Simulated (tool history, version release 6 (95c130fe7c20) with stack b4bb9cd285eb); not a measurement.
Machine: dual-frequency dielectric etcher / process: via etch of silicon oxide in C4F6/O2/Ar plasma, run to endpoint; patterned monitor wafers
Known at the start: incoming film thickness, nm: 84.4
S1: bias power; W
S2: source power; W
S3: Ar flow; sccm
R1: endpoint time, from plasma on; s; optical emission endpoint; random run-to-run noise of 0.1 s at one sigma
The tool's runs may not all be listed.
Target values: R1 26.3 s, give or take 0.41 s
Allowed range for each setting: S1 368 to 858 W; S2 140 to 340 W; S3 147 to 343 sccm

run	hour	S1	S2	S3	R1
1	0	613	240	245	21.107
2	1.7	544	230	248	22.644
3	7.3	494	220	249	23.965
4	11.4	459	220	249	24.814
5	15.3	459	220	230	24.888
6	17.9	459	250	230	23.898
7	25.9	432	250	230	24.772
8	33.3	414	250	230	24.884
9	34	400	250	230	25.544
10	36.3	400	250	230	25.365
11	37.7	400	250	230	25.641
12	38.2	368	250	231	26.639

Which one of the following 4 next-run settings gets every result inside its allowed miss? There is exactly one.
A	38.7	388	240	228	?
B	38.7	368	220	212	?
C	38.7	368	240	231	?
D	38.7	368	240	249	?

move	R1
A	26.276
B	27.584
C	27.04
D	27.196
A: each result inside its tolerance
B: its largest miss is bigger than the last run's
C: its largest miss is bigger than the last run's
D: its largest miss is bigger than the last run's
Go with A: it meets all targets.
